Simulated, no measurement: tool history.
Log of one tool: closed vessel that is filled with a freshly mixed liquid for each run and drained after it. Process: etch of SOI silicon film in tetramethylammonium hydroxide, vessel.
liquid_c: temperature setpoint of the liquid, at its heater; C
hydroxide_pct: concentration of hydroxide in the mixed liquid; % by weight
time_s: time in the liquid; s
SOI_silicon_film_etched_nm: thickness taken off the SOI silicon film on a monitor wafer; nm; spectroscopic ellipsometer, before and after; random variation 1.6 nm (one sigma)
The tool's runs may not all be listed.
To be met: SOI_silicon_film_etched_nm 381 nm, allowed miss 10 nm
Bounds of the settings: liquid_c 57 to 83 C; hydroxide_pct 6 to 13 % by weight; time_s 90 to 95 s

run 1 hour=0 | liquid_c=70 hydroxide_pct=9 time_s=90 | SOI_silicon_film_etched_nm=633.87
run 2 hour=9 | liquid_c=70 hydroxide_pct=9 time_s=95 | SOI_silicon_film_etched_nm=665.09
run 3 hour=14.8 | liquid_c=75.5 hydroxide_pct=9 time_s=95 | SOI_silicon_film_etched_nm=922.28
run 4 hour=17.6 | liquid_c=71 hydroxide_pct=9 time_s=95 | SOI_silicon_film_etched_nm=707.19
run 5 hour=24.5 | liquid_c=68 hydroxide_pct=9 time_s=95 | SOI_silicon_film_etched_nm=595.62
run 6 hour=27.4 | liquid_c=68 hydroxide_pct=9 time_s=90 | SOI_silicon_film_etched_nm=559.28
run 7 hour=30.1 | liquid_c=66 hydroxide_pct=9 time_s=90 | SOI_silicon_film_etched_nm=499.29
run 8 hour=37.6 | liquid_c=64.5 hydroxide_pct=9 time_s=90 | SOI_silicon_film_etched_nm=454.03
run 9 hour=42.4 | liquid_c=61 hydroxide_pct=9 time_s=90 | SOI_silicon_film_etched_nm=369.71

Which of these 4 next moves meets every target?
run A hour=47.2 | liquid_c=61 hydroxide_pct=8.5 time_s=95 | SOI_silicon_film_etched_nm=?
run B hour=47.2 | liquid_c=61.5 hydroxide_pct=9 time_s=90 | SOI_silicon_film_etched_nm=?
run C hour=47.2 | liquid_c=61 hydroxide_pct=9.5 time_s=90 | SOI_silicon_film_etched_nm=?
run D hour=47.2 | liquid_c=60.5 hydroxide_pct=9 time_s=90 | SOI_silicon_film_etched_nm=?

move=A SOI_silicon_film_etched_nm=397.26
move=B SOI_silicon_film_etched_nm=381.37
move=C SOI_silicon_film_etched_nm=363.16
move=D SOI_silicon_film_etched_nm=358.47
A: takes the result that was furthest off past its target
B: meets every target
C: further off than the last run
D: further off than the last run
Move B is the one to make.
